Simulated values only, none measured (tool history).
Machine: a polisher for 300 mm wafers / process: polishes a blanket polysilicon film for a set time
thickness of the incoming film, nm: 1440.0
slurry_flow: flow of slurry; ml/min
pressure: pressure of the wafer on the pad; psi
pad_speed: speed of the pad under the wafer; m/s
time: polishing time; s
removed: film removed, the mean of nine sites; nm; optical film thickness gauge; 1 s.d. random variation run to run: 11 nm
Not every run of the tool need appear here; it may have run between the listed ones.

run,day,slurry_flow,pressure,pad_speed,time,removed
1,0,250,3.3,0.96,58,494.81
2,0.021,250,3.7,0.96,58,544.34
3,0.108,250,4,0.98,58,590.09
4,0.367,250,4.4,0.98,58,619.38
# day 0.45: head pressure recalibrated
5,0.45,275,4.4,0.98,58,664.03
6,0.704,320,4.4,0.98,58,676.05
7,0.904,325,4.6,1,58,709.31
8,0.954,325,4.7,1.02,58,731.83
9,1.321,325,4.8,1.04,58,752.29
10,1.633,325,4.9,1.08,58,797.03

Estimate the outcome of run 11 from the log above:
11,1.742,325,5,1.1,58,?

removed: 817.46 nm
